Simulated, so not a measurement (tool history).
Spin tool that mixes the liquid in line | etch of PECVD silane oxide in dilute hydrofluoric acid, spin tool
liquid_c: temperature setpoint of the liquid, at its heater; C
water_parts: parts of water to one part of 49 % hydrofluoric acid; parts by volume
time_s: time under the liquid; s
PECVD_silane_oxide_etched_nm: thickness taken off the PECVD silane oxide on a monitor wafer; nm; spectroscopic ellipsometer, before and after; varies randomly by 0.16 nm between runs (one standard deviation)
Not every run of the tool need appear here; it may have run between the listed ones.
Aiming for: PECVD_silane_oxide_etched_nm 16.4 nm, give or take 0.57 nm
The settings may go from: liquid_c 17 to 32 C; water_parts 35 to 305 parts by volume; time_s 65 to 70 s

{"run": 1, "hour": 0.0, "liquid_c": 24, "water_parts": 170, "time_s": 65, "PECVD_silane_oxide_etched_nm": 13.53}
{"run": 2, "hour": 0.6, "liquid_c": 24, "water_parts": 115, "time_s": 65, "PECVD_silane_oxide_etched_nm": 20.879}
{"run": 3, "hour": 8.4, "liquid_c": 24, "water_parts": 75, "time_s": 65, "PECVD_silane_oxide_etched_nm": 33.174}
{"run": 4, "hour": 15.9, "liquid_c": 22.5, "water_parts": 85, "time_s": 65, "PECVD_silane_oxide_etched_nm": 26.854}
{"run": 5, "hour": 24.8, "liquid_c": 22.5, "water_parts": 50, "time_s": 65, "PECVD_silane_oxide_etched_nm": 49.515}
{"run": 6, "hour": 32.6, "liquid_c": 19, "water_parts": 50, "time_s": 65, "PECVD_silane_oxide_etched_nm": 41.827}
{"run": 7, "hour": 35.7, "liquid_c": 17, "water_parts": 120, "time_s": 65, "PECVD_silane_oxide_etched_nm": 14.979}
{"run": 8, "hour": 39.4, "liquid_c": 17.5, "water_parts": 120, "time_s": 65, "PECVD_silane_oxide_etched_nm": 15.178}

Which of these 4 next moves meets every target?
{"run": "A", "hour": 43.1, "liquid_c": 18.5, "water_parts": 135, "time_s": 65, "PECVD_silane_oxide_etched_nm": "?"}
{"run": "B", "hour": 43.1, "liquid_c": 17, "water_parts": 130, "time_s": 65, "PECVD_silane_oxide_etched_nm": "?"}
{"run": "C", "hour": 43.1, "liquid_c": 17, "water_parts": 110, "time_s": 65, "PECVD_silane_oxide_etched_nm": "?"}
{"run": "D", "hour": 43.1, "liquid_c": 18, "water_parts": 145, "time_s": 70, "PECVD_silane_oxide_etched_nm": "?"}

move=A PECVD_silane_oxide_etched_nm=14.142
move=B PECVD_silane_oxide_etched_nm=13.877
move=C PECVD_silane_oxide_etched_nm=16.735
move=D PECVD_silane_oxide_etched_nm=13.753
A: misses by more than the last run did
B: misses by more than the last run did
C: every result within its allowed miss
D: misses by more than the last run did
Move C is the one to make.
